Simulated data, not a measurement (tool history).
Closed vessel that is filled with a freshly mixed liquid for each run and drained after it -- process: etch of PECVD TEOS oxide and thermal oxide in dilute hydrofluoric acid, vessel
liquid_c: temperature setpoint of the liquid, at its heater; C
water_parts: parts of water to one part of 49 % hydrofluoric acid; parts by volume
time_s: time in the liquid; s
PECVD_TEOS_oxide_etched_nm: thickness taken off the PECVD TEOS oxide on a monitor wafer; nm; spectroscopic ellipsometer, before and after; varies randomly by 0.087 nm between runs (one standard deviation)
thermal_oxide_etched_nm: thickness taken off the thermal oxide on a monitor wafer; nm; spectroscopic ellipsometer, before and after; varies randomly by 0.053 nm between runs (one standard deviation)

run  hour  liquid_c  water_parts  time_s  PECVD_TEOS_oxide_etched_nm  thermal_oxide_etched_nm
  1     0        25           40      60                      19.886                   8.7374
  2   1.5        23           40      60                       18.08                   8.1407
  3   5.8      21.5           40      60                      17.049                   7.6112
  4  12.8      20.5           40      60                      16.317                   7.2209
  5  15.3      20.5           30      60                      21.979                   9.7102
  6  17.4      19.5           35      60                      18.177                   7.8926
  7  22.5        19           40      60                      15.392                   6.8347
  8  27.1      18.5           40      60                      14.941                   6.7774
  9  33.7        18           45      60                      13.016                   5.7461
 10  34.5        17           45      60                      12.296                   5.5125
 11  38.3      17.5           45      60                       12.72                     5.68

What will run 12 give?
 12  42.4        17           45      60                           ?                        ?

Run 12 measured PECVD_TEOS_oxide_etched_nm 12.396 nm, thermal_oxide_etched_nm 5.5291 nm.
